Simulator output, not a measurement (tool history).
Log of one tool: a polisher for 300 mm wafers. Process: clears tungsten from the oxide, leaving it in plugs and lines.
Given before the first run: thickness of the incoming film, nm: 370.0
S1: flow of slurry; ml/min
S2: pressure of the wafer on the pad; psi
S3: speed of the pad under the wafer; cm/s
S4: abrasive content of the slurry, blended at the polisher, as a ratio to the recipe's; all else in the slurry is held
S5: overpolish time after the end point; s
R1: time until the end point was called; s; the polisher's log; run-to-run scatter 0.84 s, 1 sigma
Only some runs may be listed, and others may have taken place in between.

run	hour	S1	S2	S3	S4	S5	R1
1	0.0	215	4.7	84	1.0	4	82.547
2	1.0	215	5.2	84	1.0	4	76.490
3	9.5	215	5.7	86	1.0	4	69.223
4	10.5	170	5.7	86	1.0	4	74.009
5	18.2	170	5.7	74	1.0	4	83.028
6	26.5	140	5.7	74	1.0	4	82.916
7	30.9	140	6.2	78	1.0	4	74.869
8	31.8	145	6.5	80	1.0	4	71.692

Estimate the outcome of run 9 from the log above:
9	33.8	150	6.8	84	1.0	4	?

R1: 66.164 s
